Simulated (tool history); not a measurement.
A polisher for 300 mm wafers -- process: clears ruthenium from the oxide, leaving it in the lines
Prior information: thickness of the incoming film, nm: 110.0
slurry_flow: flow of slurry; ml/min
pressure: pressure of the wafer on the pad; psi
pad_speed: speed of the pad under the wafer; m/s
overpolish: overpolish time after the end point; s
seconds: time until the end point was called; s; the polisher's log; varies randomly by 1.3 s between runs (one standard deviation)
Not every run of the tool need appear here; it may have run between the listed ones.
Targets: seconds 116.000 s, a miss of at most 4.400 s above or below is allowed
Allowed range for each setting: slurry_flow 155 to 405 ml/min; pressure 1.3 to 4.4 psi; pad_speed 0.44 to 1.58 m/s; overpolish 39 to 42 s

run	hour	slurry_flow	pressure	pad_speed	overpolish	seconds
1	0.0	260	2.8	1.00	39	75.073
2	2.0	240	2.8	1.00	39	75.993
3	9.4	240	2.5	1.00	39	84.891
4	13.9	240	2.1	1.00	39	101.390
5	14.9	185	2.1	1.00	39	105.710
6	22.4	185	2.1	1.00	39	104.370
7	26.8	185	2.0	1.00	39	111.570
8	29.4	180	2.0	1.00	39	109.330

Next run, 4 choices. One meets every target within its allowed miss, the rest don't. Which?
A	32.0	180	2.3	0.90	39	?
B	32.0	230	2.2	0.90	42	?
C	32.0	210	1.8	1.02	39	?
D	32.0	185	2.3	0.92	39	?

move	seconds
A	107.150
B	107.740
C	117.140
D	104.400
A: moves away from the targets compared with the last run
B: moves away from the targets compared with the last run
C: all results in spec
D: moves away from the targets compared with the last run
Go with C: it meets all targets.
